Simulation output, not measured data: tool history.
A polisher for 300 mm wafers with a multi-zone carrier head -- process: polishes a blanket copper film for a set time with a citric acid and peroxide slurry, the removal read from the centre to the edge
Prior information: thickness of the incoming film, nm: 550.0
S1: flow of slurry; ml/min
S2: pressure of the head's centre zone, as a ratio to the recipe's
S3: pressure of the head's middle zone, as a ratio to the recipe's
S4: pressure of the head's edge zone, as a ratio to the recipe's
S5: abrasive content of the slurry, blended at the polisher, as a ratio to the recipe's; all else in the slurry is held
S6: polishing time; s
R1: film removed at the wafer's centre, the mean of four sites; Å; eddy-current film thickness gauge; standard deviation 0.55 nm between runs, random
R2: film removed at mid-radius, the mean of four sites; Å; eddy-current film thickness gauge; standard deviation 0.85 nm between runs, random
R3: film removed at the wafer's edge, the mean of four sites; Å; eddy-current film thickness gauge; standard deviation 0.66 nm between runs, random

Run 1, hour 0.0: S1 230 ml/min, S2 1.00, S3 1.00, S4 1.00, S5 1.00, S6 46 s. Result: R1 875.41 Å, R2 896.70 Å, R3 896.78 Å.
Run 2, hour 4.7: S1 230 ml/min, S2 0.99, S3 1.01, S4 0.98, S5 0.95, S6 46 s. Result: R1 839.47 Å, R2 880.74 Å, R3 863.94 Å.
Run 3, hour 6.7: S1 230 ml/min, S2 0.99, S3 1.01, S4 1.01, S5 0.95, S6 46 s. Result: R1 847.63 Å, R2 882.00 Å, R3 863.99 Å.
Run 4, hour 12.3: S1 230 ml/min, S2 0.99, S3 1.01, S4 1.01, S5 0.95, S6 57 s. Result: R1 1059.00 Å, R2 1108.10 Å, R3 1094.00 Å.
Run 5, hour 14.8: S1 230 ml/min, S2 0.98, S3 1.02, S4 0.99, S5 0.90, S6 55 s. Result: R1 980.56 Å, R2 1058.00 Å, R3 1044.50 Å.
Run 6, hour 17.6: S1 235 ml/min, S2 0.99, S3 1.04, S4 0.98, S5 0.85, S6 53 s. Result: R1 966.03 Å, R2 1030.10 Å, R3 975.65 Å.
Run 7, hour 19.1: S1 240 ml/min, S2 0.98, S3 1.05, S4 0.97, S5 0.80, S6 52 s. Result: R1 917.14 Å, R2 996.57 Å, R3 946.22 Å.
Run 8, hour 28.0: S1 240 ml/min, S2 0.98, S3 1.06, S4 0.96, S5 0.75, S6 51 s. Result: R1 879.19 Å, R2 964.90 Å, R3 896.49 Å.
Run 9, hour 33.6: S1 240 ml/min, S2 0.98, S3 1.06, S4 0.95, S5 0.70, S6 50 s. Result: R1 852.87 Å, R2 937.68 Å, R3 855.49 Å.
Run 10, hour 40.5: S1 235 ml/min, S2 0.97, S3 1.06, S4 0.94, S5 0.65, S6 50 s. Result: R1 833.39 Å, R2 911.25 Å, R3 852.23 Å.
Run 11, hour 46.8: S1 235 ml/min, S2 0.97, S3 1.07, S4 0.93, S5 0.65, S6 49 s. Result: R1 810.00 Å, R2 892.36 Å, R3 825.24 Å.
Run 12, hour 48.5: S1 235 ml/min, S2 0.97, S3 1.08, S4 0.92, S5 0.65, S6 49 s. Result: R1 803.77 Å, R2 898.32 Å, R3 802.13 Å.
Run 13, hour 57.0: S1 230 ml/min, S2 0.96, S3 1.08, S4 0.91, S5 0.65, S6 49 s. Result: R1 792.95 Å, R2 908.21 Å, R3 824.11 Å.
Run 14, hour 64.8: S1 230 ml/min, S2 0.96, S3 1.08, S4 0.91, S5 0.65, S6 48 s. Result: R1 776.48 Å, R2 891.70 Å, R3 789.74 Å.
Run 15, hour 68.2: S1 225 ml/min, S2 0.96, S3 1.08, S4 0.90, S5 0.65, S6 48 s. Result: R1 774.61 Å, R2 889.76 Å, R3 790.22 Å.
Run 16, hour 75.4: S1 225 ml/min, S2 0.96, S3 1.08, S4 0.89, S5 0.65, S6 48 s. Result: R1 788.36 Å, R2 874.20 Å, R3 778.63 Å.

For run 17, what comes out?
Run 17, hour 78.0: S1 225 ml/min, S2 0.96, S3 1.08, S4 0.89, S5 0.65, S6 48 s. Result: R1 ?, R2 ?, R3 ?.

Run 17 measured R1 774.80 Å, R2 892.93 Å, R3 791.57 Å.

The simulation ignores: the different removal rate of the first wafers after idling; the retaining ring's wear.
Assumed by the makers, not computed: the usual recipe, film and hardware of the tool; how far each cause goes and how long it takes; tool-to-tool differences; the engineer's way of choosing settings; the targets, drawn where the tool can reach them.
